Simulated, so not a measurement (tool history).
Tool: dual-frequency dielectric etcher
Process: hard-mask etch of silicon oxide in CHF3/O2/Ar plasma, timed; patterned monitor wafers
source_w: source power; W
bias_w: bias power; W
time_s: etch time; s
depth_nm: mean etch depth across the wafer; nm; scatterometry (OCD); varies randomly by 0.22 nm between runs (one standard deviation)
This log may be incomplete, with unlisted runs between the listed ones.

run 1 hour=0 | source_w=740 bias_w=159 time_s=32 | depth_nm=74.947
run 2 hour=2.1 | source_w=680 bias_w=159 time_s=32 | depth_nm=72.508
run 3 hour=5.9 | source_w=660 bias_w=158 time_s=32 | depth_nm=71.577
run 4 hour=9.7 | source_w=640 bias_w=158 time_s=32 | depth_nm=70.761
run 5 hour=11.6 | source_w=640 bias_w=148 time_s=32 | depth_nm=69.27
run 6 hour=16.1 | source_w=640 bias_w=163 time_s=32 | depth_nm=71.749

Run 7 is up next; what results do you expect?
run 7 hour=22.6 | source_w=620 bias_w=163 time_s=32 | depth_nm=?

Run 7 gave depth_nm 70.987 nm.
